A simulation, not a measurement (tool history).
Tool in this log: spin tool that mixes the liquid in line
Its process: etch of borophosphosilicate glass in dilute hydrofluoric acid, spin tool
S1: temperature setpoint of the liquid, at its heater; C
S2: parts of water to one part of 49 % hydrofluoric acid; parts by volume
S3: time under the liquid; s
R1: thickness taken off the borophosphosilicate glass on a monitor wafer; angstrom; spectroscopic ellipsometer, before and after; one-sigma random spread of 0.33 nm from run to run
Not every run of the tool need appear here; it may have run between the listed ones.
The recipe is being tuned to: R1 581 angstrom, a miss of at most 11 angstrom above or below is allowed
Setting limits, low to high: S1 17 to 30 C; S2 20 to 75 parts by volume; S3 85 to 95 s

| run | hour | S1 | S2 | S3 | R1 |
|---|---|---|---|---|---|
| 1 | 0 | 22 | 45 | 85 | 895.83 |
| 2 | 4 | 21.5 | 45 | 85 | 889.58 |
| 3 | 12.7 | 21 | 45 | 85 | 863.58 |
| 4 | 18.6 | 21 | 55 | 85 | 694.4 |
| 5 | 22.8 | 21 | 55 | 95 | 780.93 |
| 6 | 30.9 | 19.5 | 55 | 95 | 729.83 |
| 7 | 39.6 | 19 | 55 | 95 | 727.65 |
| 8 | 40.7 | 18 | 60 | 95 | 623.63 |
| 9 | 43 | 17.5 | 60 | 95 | 618.26 |
| 10 | 49.3 | 17 | 60 | 95 | 605.87 |
| 11 | 57.9 | 17 | 60 | 90 | 566.29 |

Pick the move, out of 5, that brings all results within their allowed miss; only one does.
| A | 66.5 | 17.5 | 60 | 90 | ? |
| B | 66.5 | 17 | 65 | 95 | ? |
| C | 66.5 | 17.5 | 65 | 90 | ? |
| D | 66.5 | 17.5 | 65 | 95 | ? |
| E | 66.5 | 18.5 | 65 | 90 | ? |

| move | R1 |
|---|---|
| A | 586.39 |
| B | 556.13 |
| C | 538.2 |
| D | 568.1 |
| E | 561.47 |
A: each result inside its tolerance
B: its largest miss is bigger than the last run's
C: its largest miss is bigger than the last run's
D: moves toward the targets from the last run without getting all of them in spec
E: its largest miss is bigger than the last run's
A meets every target.
